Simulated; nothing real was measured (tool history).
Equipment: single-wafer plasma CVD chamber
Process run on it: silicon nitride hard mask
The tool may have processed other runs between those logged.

run  hour  heater temperature setpoint (°C)  chamber pressure (mTorr)  RF power (W)  deposition time (s)  mean film thickness on the monitor wafer (Å)
  1     0                               420                      1680           320                 42.9                                        487.09
  2   2.3                               420                      1950           320                 42.9                                        515.79
  3   3.3                               426                      1950           320                 42.9                                        513.42
  4  10.1                               426                      1950           320                 42.9                                        513.83
  5  14.3                               426                      1740           300                 42.9                                        479.05
  6  20.9                               426                      1740           275                 42.9                                        462.37
  7  22.6                               426                      1580           260                 42.9                                        432.19

Estimate the outcome of run 8 from the log above:
  8  23.2                               426                      1480           255                 42.9                                             ?

mean film thickness on the monitor wafer (Å): 419.2

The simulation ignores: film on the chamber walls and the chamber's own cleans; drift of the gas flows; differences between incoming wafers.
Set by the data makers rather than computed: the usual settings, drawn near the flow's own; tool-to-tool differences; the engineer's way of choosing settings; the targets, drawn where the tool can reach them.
